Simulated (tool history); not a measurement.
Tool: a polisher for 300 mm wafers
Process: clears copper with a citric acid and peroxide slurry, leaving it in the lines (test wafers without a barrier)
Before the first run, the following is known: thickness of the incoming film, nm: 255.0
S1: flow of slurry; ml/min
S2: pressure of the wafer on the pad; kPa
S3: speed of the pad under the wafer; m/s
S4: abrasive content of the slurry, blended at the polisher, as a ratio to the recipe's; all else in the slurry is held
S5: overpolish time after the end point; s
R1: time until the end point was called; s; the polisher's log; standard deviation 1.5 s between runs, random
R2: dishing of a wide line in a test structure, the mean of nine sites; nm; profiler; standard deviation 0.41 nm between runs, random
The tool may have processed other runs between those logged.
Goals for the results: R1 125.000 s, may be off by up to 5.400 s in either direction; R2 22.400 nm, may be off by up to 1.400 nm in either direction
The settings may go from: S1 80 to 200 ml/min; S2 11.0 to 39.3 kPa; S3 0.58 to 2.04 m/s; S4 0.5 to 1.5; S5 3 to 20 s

Run 1, hour 0.0: S1 130 ml/min, S2 24.8 kPa, S3 1.30 m/s, S4 1.0, S5 10 s. Result: R1 76.383 s, R2 21.173 nm.
Run 2, hour 8.6: S1 130 ml/min, S2 24.8 kPa, S3 1.00 m/s, S4 1.0, S5 10 s. Result: R1 101.130 s, R2 17.096 nm.
Run 3, hour 13.8: S1 125 ml/min, S2 24.1 kPa, S3 1.00 m/s, S4 1.0, S5 11 s. Result: R1 104.820 s, R2 18.736 nm.
Run 4, hour 18.8: S1 120 ml/min, S2 23.4 kPa, S3 1.00 m/s, S4 1.0, S5 12 s. Result: R1 107.210 s, R2 18.654 nm.
Run 5, hour 20.7: S1 140 ml/min, S2 23.4 kPa, S3 1.00 m/s, S4 1.0, S5 12 s. Result: R1 103.330 s, R2 19.449 nm.
Run 6, hour 28.7: S1 140 ml/min, S2 23.4 kPa, S3 1.22 m/s, S4 1.0, S5 12 s. Result: R1 85.521 s, R2 23.078 nm.
Run 7, hour 30.6: S1 135 ml/min, S2 21.4 kPa, S3 1.22 m/s, S4 1.0, S5 13 s. Result: R1 93.653 s, R2 22.145 nm.
Run 8, hour 34.8: S1 130 ml/min, S2 20.0 kPa, S3 1.20 m/s, S4 1.0, S5 14 s. Result: R1 101.690 s, R2 22.414 nm.
Run 9, hour 36.3: S1 125 ml/min, S2 19.3 kPa, S3 1.20 m/s, S4 1.0, S5 15 s. Result: R1 108.820 s, R2 23.265 nm.
Run 10, hour 38.5: S1 120 ml/min, S2 19.3 kPa, S3 1.20 m/s, S4 1.0, S5 15 s. Result: R1 108.760 s, R2 22.447 nm.
Run 11, hour 41.2: S1 115 ml/min, S2 18.6 kPa, S3 1.20 m/s, S4 1.0, S5 15 s. Result: R1 115.580 s, R2 21.939 nm.
Run 12, hour 49.9: S1 110 ml/min, S2 18.6 kPa, S3 1.20 m/s, S4 1.0, S5 15 s. Result: R1 116.410 s, R2 21.518 nm.
Run 13, hour 50.5: S1 110 ml/min, S2 18.6 kPa, S3 1.20 m/s, S4 1.0, S5 15 s. Result: R1 113.730 s, R2 21.406 nm.
Run 14, hour 56.0: S1 105 ml/min, S2 18.6 kPa, S3 1.20 m/s, S4 1.0, S5 15 s. Result: R1 115.720 s, R2 21.488 nm.
Run 15, hour 59.4: S1 90 ml/min, S2 17.2 kPa, S3 1.20 m/s, S4 1.0, S5 16 s. Result: R1 127.050 s, R2 20.078 nm.
Run 16, hour 64.4: S1 95 ml/min, S2 17.2 kPa, S3 1.20 m/s, S4 1.0, S5 16 s. Result: R1 129.620 s, R2 20.830 nm.
Run 17, hour 65.7: S1 100 ml/min, S2 17.2 kPa, S3 1.20 m/s, S4 1.0, S5 16 s. Result: R1 125.600 s, R2 20.993 nm.

Exercise: of the 5 proposed moves below, exactly one satisfies all targets within the stated allowed misses. Which move is it?
Run A, hour 67.0: S1 100 ml/min, S2 17.9 kPa, S3 1.20 m/s, S4 1.0, S5 14 s. Result: R1 ?, R2 ?.
Run B, hour 67.0: S1 80 ml/min, S2 17.9 kPa, S3 1.34 m/s, S4 0.8, S5 14 s. Result: R1 ?, R2 ?.
Run C, hour 67.0: S1 95 ml/min, S2 17.9 kPa, S3 1.20 m/s, S4 1.0, S5 14 s. Result: R1 ?, R2 ?.
Run D, hour 67.0: S1 100 ml/min, S2 15.2 kPa, S3 1.40 m/s, S4 1.0, S5 17 s. Result: R1 ?, R2 ?.
Run E, hour 67.0: S1 85 ml/min, S2 22.1 kPa, S3 0.96 m/s, S4 0.9, S5 18 s. Result: R1 ?, R2 ?.

move       R1      R2
   A  121.980  20.118
   B  123.280  19.936
   C  123.870  19.865
   D  123.360  23.209
   E  133.130  23.094
A: misses by more than the last run did
B: misses by more than the last run did
C: misses by more than the last run did
D: meets every target
E: brings the last run's worst result on target, with another outside its allowed miss
The right move is D.

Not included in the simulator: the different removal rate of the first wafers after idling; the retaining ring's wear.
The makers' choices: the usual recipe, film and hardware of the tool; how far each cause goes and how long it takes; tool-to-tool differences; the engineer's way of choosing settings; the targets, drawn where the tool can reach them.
